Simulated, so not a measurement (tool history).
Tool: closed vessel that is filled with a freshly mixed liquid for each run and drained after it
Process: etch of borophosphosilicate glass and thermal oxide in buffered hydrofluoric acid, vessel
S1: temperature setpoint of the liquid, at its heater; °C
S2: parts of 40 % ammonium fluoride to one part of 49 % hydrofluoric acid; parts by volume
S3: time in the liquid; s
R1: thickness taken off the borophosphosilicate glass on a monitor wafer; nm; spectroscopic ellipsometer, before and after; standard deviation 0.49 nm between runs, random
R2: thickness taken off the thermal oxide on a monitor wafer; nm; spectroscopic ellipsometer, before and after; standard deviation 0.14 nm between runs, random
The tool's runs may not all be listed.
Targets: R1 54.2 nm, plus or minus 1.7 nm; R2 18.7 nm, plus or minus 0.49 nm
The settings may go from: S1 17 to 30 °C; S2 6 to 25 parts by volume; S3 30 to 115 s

{"run": 1, "hour": 0.0, "S1": 22, "S2": 15.5, "S3": 60, "R1": 118.23, "R2": 40.735}
{"run": 2, "hour": 2.9, "S1": 22, "S2": 15.5, "S3": 45, "R1": 89.814, "R2": 31.164}
{"run": 3, "hour": 4.3, "S1": 21, "S2": 16.5, "S3": 45, "R1": 79.916, "R2": 27.171}
{"run": 4, "hour": 5.4, "S1": 19, "S2": 16.5, "S3": 45, "R1": 72.087, "R2": 24.207}
{"run": 5, "hour": 14.2, "S1": 19, "S2": 17, "S3": 45, "R1": 70.466, "R2": 23.854}
{"run": 6, "hour": 19.8, "S1": 18.5, "S2": 17.5, "S3": 45, "R1": 65.492, "R2": 22.454}
{"run": 7, "hour": 25.5, "S1": 18, "S2": 18, "S3": 45, "R1": 62.185, "R2": 21.108}
{"run": 8, "hour": 27.3, "S1": 18, "S2": 18.5, "S3": 45, "R1": 60.31, "R2": 20.485}
{"run": 9, "hour": 28.2, "S1": 17.5, "S2": 19, "S3": 45, "R1": 56.892, "R2": 19.437}

Of the 4 settings listed for the next run, only one would bring every result within its allowed miss of target. Which one?
{"run": "A", "hour": 29.1, "S1": 18.5, "S2": 19.5, "S3": 45, "R1": "?", "R2": "?"}
{"run": "B", "hour": 29.1, "S1": 18.5, "S2": 17, "S3": 40, "R1": "?", "R2": "?"}
{"run": "C", "hour": 29.1, "S1": 18.5, "S2": 21.5, "S3": 45, "R1": "?", "R2": "?"}
{"run": "D", "hour": 29.1, "S1": 17, "S2": 17.5, "S3": 45, "R1": "?", "R2": "?"}

move=A R1=58.444 R2=20.148
move=B R1=59.522 R2=20.508
move=C R1=54.205 R2=18.693
move=D R1=59.801 R2=20.585
A: moves away from the targets compared with the last run
B: moves away from the targets compared with the last run
C: each result inside its tolerance
D: moves away from the targets compared with the last run
So the answer is move C, the one that meets all the targets.
